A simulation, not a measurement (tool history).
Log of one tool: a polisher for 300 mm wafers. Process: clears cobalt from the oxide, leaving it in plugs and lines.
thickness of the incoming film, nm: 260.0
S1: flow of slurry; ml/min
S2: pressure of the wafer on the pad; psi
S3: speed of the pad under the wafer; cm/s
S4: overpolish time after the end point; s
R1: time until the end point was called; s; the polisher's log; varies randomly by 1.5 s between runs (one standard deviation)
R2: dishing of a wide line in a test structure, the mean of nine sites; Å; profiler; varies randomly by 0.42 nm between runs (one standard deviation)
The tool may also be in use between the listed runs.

run	day	S1	S2	S3	S4	R1	R2
1	0.000	300	1.7	102	24	67.040	459.83
2	0.342	235	1.7	102	24	66.054	449.26
3	0.504	235	1.6	102	24	72.486	444.50
4	0.567	235	1.6	102	18	70.131	391.38
5	0.729	235	2.0	102	18	58.352	430.81
6	1.004	235	2.2	102	18	52.960	448.65
7	1.229	235	1.7	94	24	72.365	440.92
8	1.292	235	1.6	94	24	78.331	438.01

Run 9, settings as shown, results not yet in. Your forecast:
9	1.629	235	1.5	94	23	?	?

{"run 9": {"R1": 79.697, "R2": 418.69}}
